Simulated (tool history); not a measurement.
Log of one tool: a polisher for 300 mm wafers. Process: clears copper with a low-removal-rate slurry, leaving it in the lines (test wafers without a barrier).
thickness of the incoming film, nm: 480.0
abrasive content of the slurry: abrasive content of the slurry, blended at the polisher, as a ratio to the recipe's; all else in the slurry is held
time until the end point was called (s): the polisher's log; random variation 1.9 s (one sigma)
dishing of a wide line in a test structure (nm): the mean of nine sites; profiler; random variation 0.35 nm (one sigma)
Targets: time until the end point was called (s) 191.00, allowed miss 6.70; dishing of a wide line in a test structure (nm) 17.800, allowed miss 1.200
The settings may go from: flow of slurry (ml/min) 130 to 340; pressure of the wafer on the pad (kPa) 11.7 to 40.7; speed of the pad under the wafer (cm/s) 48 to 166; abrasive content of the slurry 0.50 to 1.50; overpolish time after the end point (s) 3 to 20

run,hour,flow of slurry (ml/min),pressure of the wafer on the pad (kPa),speed of the pad under the wafer (cm/s),abrasive content of the slurry,overpolish time after the end point (s),time until the end point was called (s),dishing of a wide line in a test structure (nm)
1,0.0,220,26.2,106,1.00,10,129.17,16.213
2,2.7,220,26.2,116,1.00,10,120.15,17.512
3,9.6,220,26.2,96,1.00,10,142.90,16.333
4,10.4,220,26.2,96,1.00,12,141.50,17.913
5,14.8,220,25.5,96,1.00,12,144.09,17.713
6,18.9,220,24.8,96,1.00,12,148.92,17.244
7,24.9,220,24.1,96,1.00,12,155.14,17.810
8,26.3,220,23.4,96,1.00,12,157.37,16.923
9,32.7,210,17.9,94,1.00,16,210.58,17.046

Which of these 4 next moves meets every target?
A,39.1,235,18.6,98,1.05,16,?,?
B,39.1,200,19.3,98,1.00,11,?,?
C,39.1,200,15.9,104,1.10,14,?,?
D,39.1,250,17.9,104,0.90,12,?,?

move,time until the end point was called (s),dishing of a wide line in a test structure (nm)
A,188.32,18.098
B,186.66,14.755
C,209.96,15.802
D,189.73,15.376
A: meets every target
B: brings the result that was furthest off to its target, and leaves another outside
C: as far off as the last run
D: brings the result that was furthest off to its target, and leaves another outside
Answer: A

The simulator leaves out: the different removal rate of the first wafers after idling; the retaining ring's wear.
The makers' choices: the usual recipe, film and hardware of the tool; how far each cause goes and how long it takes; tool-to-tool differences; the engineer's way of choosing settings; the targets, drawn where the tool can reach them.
